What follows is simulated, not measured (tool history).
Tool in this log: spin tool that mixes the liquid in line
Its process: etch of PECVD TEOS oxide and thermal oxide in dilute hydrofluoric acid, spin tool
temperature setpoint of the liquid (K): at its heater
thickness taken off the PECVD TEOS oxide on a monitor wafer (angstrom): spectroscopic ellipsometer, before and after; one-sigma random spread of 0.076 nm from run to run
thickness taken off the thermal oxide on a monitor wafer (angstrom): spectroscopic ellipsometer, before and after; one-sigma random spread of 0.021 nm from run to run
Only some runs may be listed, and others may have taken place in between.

run,day,temperature setpoint of the liquid (K),parts of water to one part of 49 % hydrofluoric acid (parts by volume),time under the liquid (s),thickness taken off the PECVD TEOS oxide on a monitor wafer (angstrom),thickness taken off the thermal oxide on a monitor wafer (angstrom)
1,0.000,293.15,115,180,203.22,51.511
2,0.304,294.65,115,180,218.33,54.216
3,0.400,294.15,115,180,213.13,53.555
4,0.492,293.65,115,180,208.47,51.925
5,0.517,293.15,115,180,203.59,51.137
6,0.783,295.65,115,180,225.34,56.510
7,0.858,295.15,115,180,221.94,55.659
8,1.004,294.65,115,180,218.51,54.091
9,1.033,294.15,115,180,211.46,53.467

Forecast run 10:
10,1.379,293.65,115,180,?,?

Logged for run 10: thickness taken off the PECVD TEOS oxide on a monitor wafer (angstrom) 206.57, thickness taken off the thermal oxide on a monitor wafer (angstrom) 52.443.

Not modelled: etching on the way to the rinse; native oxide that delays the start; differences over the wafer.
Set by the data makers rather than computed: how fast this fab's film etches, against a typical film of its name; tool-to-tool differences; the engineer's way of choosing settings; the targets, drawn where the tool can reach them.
